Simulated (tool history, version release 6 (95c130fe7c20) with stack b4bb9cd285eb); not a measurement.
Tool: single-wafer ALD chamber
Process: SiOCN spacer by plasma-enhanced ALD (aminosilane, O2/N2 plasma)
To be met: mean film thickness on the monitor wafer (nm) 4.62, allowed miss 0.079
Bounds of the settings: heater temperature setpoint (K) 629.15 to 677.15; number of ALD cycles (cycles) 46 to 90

| run | hour | heater temperature setpoint (K) | number of ALD cycles (cycles) | mean film thickness on the monitor wafer (nm) |
|---|---|---|---|---|
| 1 | 0 | 653.15 | 68 | 4.0145 |
| 2 | 2.2 | 653.15 | 69 | 4.0876 |
| 3 | 6.1 | 653.15 | 70 | 4.1202 |
| 4 | 12.6 | 653.15 | 71 | 4.2102 |
| 5 | 18.3 | 653.15 | 81 | 4.8055 |
| 6 | 20.3 | 653.15 | 88 | 5.2472 |
| 7 | 26.3 | 653.15 | 87 | 5.1391 |
| 8 | 34.5 | 653.15 | 86 | 5.126 |
| 9 | 36.4 | 653.15 | 85 | 5.0186 |

4 next moves are on the table. One of them brings every result within its allowed miss. Which?
| A | 38.3 | 657.15 | 74 | ? |
| B | 38.3 | 675.15 | 76 | ? |
| C | 38.3 | 648.15 | 82 | ? |
| D | 38.3 | 651.15 | 78 | ? |

| move | mean film thickness on the monitor wafer (nm) |
|---|---|
| A | 4.3892 |
| B | 4.4391 |
| C | 4.8637 |
| D | 4.6264 |
A: takes the result that was furthest off past its target
B: takes the result that was furthest off past its target
C: nearer than the last run, and not there yet
D: meets every target
The right move is D.
